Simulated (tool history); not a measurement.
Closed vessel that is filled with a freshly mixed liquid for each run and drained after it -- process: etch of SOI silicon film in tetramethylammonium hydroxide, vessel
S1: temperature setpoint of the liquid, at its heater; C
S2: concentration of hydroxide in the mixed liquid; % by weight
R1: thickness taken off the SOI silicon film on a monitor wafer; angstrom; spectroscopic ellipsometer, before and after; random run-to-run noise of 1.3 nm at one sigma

{"run": 1, "day": 0.0, "S1": 66.0, "S2": 8, "time in the liquid (s)": 30, "R1": 1930.6}
{"run": 2, "day": 0.367, "S1": 65.5, "S2": 8, "time in the liquid (s)": 30, "R1": 1787.0}
{"run": 3, "day": 0.667, "S1": 65.5, "S2": 7, "time in the liquid (s)": 30, "R1": 1880.9}
{"run": 4, "day": 0.958, "S1": 65.5, "S2": 7, "time in the liquid (s)": 30, "R1": 1919.6}
{"run": 5, "day": 1.312, "S1": 65.0, "S2": 7, "time in the liquid (s)": 30, "R1": 1832.7}
{"run": 6, "day": 1.6, "S1": 64.5, "S2": 7, "time in the liquid (s)": 30, "R1": 1805.5}
{"run": 7, "day": 1.9, "S1": 64.0, "S2": 7, "time in the liquid (s)": 30, "R1": 1739.5}

For run 8, what comes out?
{"run": 8, "day": 2.062, "S1": 63.5, "S2": 7, "time in the liquid (s)": 30, "R1": "?"}

Run 8 gave R1 1685.6 angstrom.

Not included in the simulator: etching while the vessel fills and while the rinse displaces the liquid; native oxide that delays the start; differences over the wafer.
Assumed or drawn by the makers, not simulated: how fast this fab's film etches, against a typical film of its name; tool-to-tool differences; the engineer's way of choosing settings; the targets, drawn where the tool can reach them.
